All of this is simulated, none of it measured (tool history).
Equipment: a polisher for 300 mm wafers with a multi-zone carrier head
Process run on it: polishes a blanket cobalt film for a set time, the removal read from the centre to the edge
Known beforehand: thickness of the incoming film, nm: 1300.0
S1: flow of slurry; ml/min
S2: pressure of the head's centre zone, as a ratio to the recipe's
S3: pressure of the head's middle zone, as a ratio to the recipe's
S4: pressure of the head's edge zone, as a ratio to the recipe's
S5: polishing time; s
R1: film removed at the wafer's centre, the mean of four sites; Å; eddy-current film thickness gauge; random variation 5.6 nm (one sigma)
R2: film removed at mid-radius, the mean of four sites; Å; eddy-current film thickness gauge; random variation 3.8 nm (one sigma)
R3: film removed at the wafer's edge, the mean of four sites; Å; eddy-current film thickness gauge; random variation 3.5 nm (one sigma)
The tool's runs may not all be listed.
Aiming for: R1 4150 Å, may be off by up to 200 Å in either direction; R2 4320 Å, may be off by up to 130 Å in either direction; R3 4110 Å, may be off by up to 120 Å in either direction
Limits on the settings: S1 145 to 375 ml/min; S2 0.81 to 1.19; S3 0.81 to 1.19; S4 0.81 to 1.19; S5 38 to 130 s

run,day,S1,S2,S3,S4,S5,R1,R2,R3
1,0,240,1,1,1,84,3556.5,3572.1,3601.6
2,0.225,240,1.03,1,1,84,3709.2,3584.7,3639.9
3,0.304,240,0.96,1,1,84,3408,3633.6,3668.5
4,0.358,250,0.97,1.02,1.01,85,3497.8,3657.4,3701.5
5,0.525,250,0.98,1.03,1.01,87,3603.7,3890.7,3822.7
6,0.867,250,0.98,1.11,1.01,87,3744.2,4093.7,3757.1
7,1.096,255,0.99,1.11,1.02,87,3751.6,4140.7,3837.7
8,1.304,265,1,1.11,1.03,87,3799.8,4106.6,3809.2
9,1.546,265,1.01,1.11,1.04,88,3840.6,4096.7,3876.8

5 candidate next runs follow, results not yet known. Just one meets every target within its allowed miss. Identify it.
A,1.788,225,0.98,1.19,0.91,84,?,?,?
B,1.788,225,0.96,1.01,1.16,96,?,?,?
C,1.788,255,1.11,1.1,1.03,80,?,?,?
D,1.788,375,1.05,1.11,1.09,88,?,?,?
E,1.788,175,0.93,1.06,0.97,101,?,?,?

move,R1,R2,R3
A,3499.4,4131.2,3403.3
B,3912.1,4102,4390.9
C,3846.7,3735.7,3485.6
D,4176,4305.9,4061.6
E,3804.2,4312.3,4094
A: the biggest miss grows against the last run
B: takes the result that was furthest off past its target
C: the biggest miss grows against the last run
D: all results in spec
E: gets the furthest-off result to its target, but another result is out of tolerance
D meets every target.
